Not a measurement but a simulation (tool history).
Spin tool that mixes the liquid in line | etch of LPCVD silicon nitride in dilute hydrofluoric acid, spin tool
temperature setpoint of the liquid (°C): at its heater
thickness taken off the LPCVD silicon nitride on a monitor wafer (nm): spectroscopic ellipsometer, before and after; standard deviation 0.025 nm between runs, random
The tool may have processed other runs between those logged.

run  hour  temperature setpoint of the liquid (°C)  parts of water to one part of 49 % hydrofluoric acid (parts by volume)  time under the liquid (s)  thickness taken off the LPCVD silicon nitride on a monitor wafer (nm)
  1     0                                       22                                                                      70                        300                                                                 1.6294
  2   8.6                                       22                                                                      70                        320                                                                 1.6657
  3  10.7                                       22                                                                      50                        320                                                                  2.374
  4  11.8                                       22                                                                      50                        320                                                                 2.4797
  5  20.5                                       22                                                                      30                        320                                                                 4.0193
  6  24.7                                       22                                                                      20                        320                                                                 5.9421
  7  27.7                                       21                                                                      35                        315                                                                 3.1919
  8  31.8                                       20                                                                      45                        310                                                                 2.3109

Run 9, settings as shown, results not yet in. Your forecast:
  9  40.8                                       17                                                                      75                        300                                                                      ?

{"run 9": {"thickness taken off the LPCVD silicon nitride on a monitor wafer (nm)": 1.0951}}
